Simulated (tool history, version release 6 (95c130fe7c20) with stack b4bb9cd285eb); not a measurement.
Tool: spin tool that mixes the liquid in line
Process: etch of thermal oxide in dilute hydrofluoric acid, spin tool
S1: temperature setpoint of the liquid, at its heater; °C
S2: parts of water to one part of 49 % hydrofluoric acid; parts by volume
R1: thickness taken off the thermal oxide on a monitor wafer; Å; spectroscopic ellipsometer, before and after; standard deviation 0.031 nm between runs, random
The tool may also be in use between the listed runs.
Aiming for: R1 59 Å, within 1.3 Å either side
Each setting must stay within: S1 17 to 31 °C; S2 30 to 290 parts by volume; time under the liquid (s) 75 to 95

{"run": 1, "hour": 0.0, "S1": 23, "S2": 160, "time under the liquid (s)": 95, "R1": 26.13}
{"run": 2, "hour": 0.8, "S1": 20.5, "S2": 160, "time under the liquid (s)": 95, "R1": 23.952}
{"run": 3, "hour": 3.3, "S1": 20.5, "S2": 215, "time under the liquid (s)": 95, "R1": 16.719}
{"run": 4, "hour": 5.6, "S1": 20.5, "S2": 215, "time under the liquid (s)": 75, "R1": 13.253}
{"run": 5, "hour": 7.2, "S1": 22, "S2": 190, "time under the liquid (s)": 75, "R1": 16.31}
{"run": 6, "hour": 11.8, "S1": 23, "S2": 165, "time under the liquid (s)": 75, "R1": 20.021}
{"run": 7, "hour": 12.6, "S1": 24, "S2": 145, "time under the liquid (s)": 75, "R1": 24.282}
{"run": 8, "hour": 15.4, "S1": 28, "S2": 80, "time under the liquid (s)": 75, "R1": 55.114}

Of the 4 settings listed for the next run, only one would bring every result within its allowed miss of target. Which one?
{"run": "A", "hour": 18.2, "S1": 25, "S2": 85, "time under the liquid (s)": 95, "R1": "?"}
{"run": "B", "hour": 18.2, "S1": 24.5, "S2": 70, "time under the liquid (s)": 75, "R1": "?"}
{"run": "C", "hour": 18.2, "S1": 31, "S2": 115, "time under the liquid (s)": 95, "R1": "?"}
{"run": "D", "hour": 18.2, "S1": 29.5, "S2": 75, "time under the liquid (s)": 75, "R1": "?"}

move=A R1=58.375
move=B R1=55.929
move=C R1=52.105
move=D R1=63.137
A: meets every target
B: better than the last run, though not everything is in spec
C: misses by more than the last run did
D: moves the result that the last run missed by most past its target, out the other side
The move that meets every target is A.

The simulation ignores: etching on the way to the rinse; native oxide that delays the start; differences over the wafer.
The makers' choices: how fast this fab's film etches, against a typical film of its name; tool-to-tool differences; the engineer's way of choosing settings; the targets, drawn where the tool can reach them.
